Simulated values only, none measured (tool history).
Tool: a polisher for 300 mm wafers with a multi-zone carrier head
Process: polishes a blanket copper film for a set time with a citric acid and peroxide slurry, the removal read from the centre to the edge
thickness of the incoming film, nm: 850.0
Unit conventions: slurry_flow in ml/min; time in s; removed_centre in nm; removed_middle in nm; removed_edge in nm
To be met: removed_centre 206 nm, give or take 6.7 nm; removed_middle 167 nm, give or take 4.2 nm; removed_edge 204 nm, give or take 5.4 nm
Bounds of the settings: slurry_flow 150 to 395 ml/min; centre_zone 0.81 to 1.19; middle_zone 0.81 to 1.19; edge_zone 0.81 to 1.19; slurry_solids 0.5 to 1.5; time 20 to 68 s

run,hour,slurry_flow,centre_zone,middle_zone,edge_zone,slurry_solids,time,removed_centre,removed_middle,removed_edge
1,0,250,1,1,1,1,44,168.57,170.45,171.78
2,5.1,270,1.04,0.97,1.06,1.05,44,177.65,169.75,178.38
3,6.4,280,1.06,0.93,1.1,1.15,44,184.38,168.85,190.62
4,8.4,295,1.09,0.91,1.12,1.15,44,192.21,164.07,192.38
5,12.6,295,1.09,0.91,1.12,1.15,54,236.4,203.63,235.17
6,17.2,240,1.09,0.91,1.12,1.15,54,226.31,199.22,226.64
7,22.5,225,1.09,0.88,1.11,1.1,54,224.75,191.29,225.82
8,28.6,210,1.08,0.86,1.09,1,54,213.91,180.6,220.75

4 next moves are on the table. One of them brings every result within its allowed miss. Which?
A,34.7,165,1.02,1.01,0.87,1.1,54,?,?,?
B,34.7,180,1.12,0.86,1.09,1.1,50,?,?,?
C,34.7,190,1.09,0.87,1.14,0.9,59,?,?,?
D,34.7,215,1.19,0.9,0.99,1,51,?,?,?

move,removed_centre,removed_middle,removed_edge
A,200.18,201.57,191.06
B,204.79,165.95,199.9
C,227.97,190.74,232.17
D,223.01,177.22,194.45
A: moves away from the targets compared with the last run
B: all results in spec
C: moves away from the targets compared with the last run
D: moves toward the targets from the last run without getting all of them in spec
Move B is the one to make.
